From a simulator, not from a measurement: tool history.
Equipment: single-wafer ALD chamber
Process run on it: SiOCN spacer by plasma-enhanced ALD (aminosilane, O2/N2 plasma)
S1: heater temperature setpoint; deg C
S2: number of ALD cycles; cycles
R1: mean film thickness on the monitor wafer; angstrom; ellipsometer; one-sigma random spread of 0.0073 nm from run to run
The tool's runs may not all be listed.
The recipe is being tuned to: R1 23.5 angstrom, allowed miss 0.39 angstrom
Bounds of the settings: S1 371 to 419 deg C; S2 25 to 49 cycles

| run | day | S1 | S2 | R1 |
|---|---|---|---|---|
| 1 | 0 | 395 | 37 | 21.788 |
| 2 | 0.308 | 395 | 33 | 19.39 |
| 3 | 0.342 | 391 | 33 | 19.412 |
| 4 | 0.638 | 391 | 35 | 20.629 |
| 5 | 0.821 | 391 | 36 | 21.075 |
| 6 | 0.996 | 391 | 37 | 21.793 |
| 7 | 1.262 | 391 | 38 | 22.268 |
| 8 | 1.454 | 391 | 39 | 22.976 |

Next run, 4 choices. One meets every target within its allowed miss, the rest don't. Which?
| A | 1.646 | 398 | 38 | ? |
| B | 1.646 | 391 | 40 | ? |
| C | 1.646 | 393 | 38 | ? |
| D | 1.646 | 387 | 38 | ? |

| move | R1 |
|---|---|
| A | 22.388 |
| B | 23.566 |
| C | 22.388 |
| D | 22.388 |
A: moves away from the targets compared with the last run
B: meets every target
C: moves away from the targets compared with the last run
D: moves away from the targets compared with the last run
So the answer is move B, the one that meets all the targets.

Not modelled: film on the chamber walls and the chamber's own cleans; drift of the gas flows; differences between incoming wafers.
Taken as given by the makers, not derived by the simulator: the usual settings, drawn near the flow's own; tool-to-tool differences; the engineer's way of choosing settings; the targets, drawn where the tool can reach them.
